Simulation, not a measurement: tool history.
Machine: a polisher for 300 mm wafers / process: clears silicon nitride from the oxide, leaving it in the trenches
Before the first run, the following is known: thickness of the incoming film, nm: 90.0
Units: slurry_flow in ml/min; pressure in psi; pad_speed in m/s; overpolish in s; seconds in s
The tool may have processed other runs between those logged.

run,hour,slurry_flow,pressure,pad_speed,overpolish,seconds
1,0,125,3.1,0.82,6,120.66
2,8.3,155,3.1,0.82,6,115.61
3,9.1,145,3.1,0.82,6,115.92
4,17.3,145,3.1,0.82,6,114.8
5,18.1,145,3.1,0.82,6,118
6,26.4,120,3.1,0.82,6,121.49
7,30.1,125,3.7,0.82,6,101.93
8,34.2,130,4.1,0.84,6,87.197
9,36.4,135,4.4,0.84,6,80.144
10,42.7,140,4.6,0.86,6,75.636

Run 11 is up next; what results do you expect?
11,49.2,140,4.7,0.88,6,?

{"run 11": {"seconds": 72.329}}
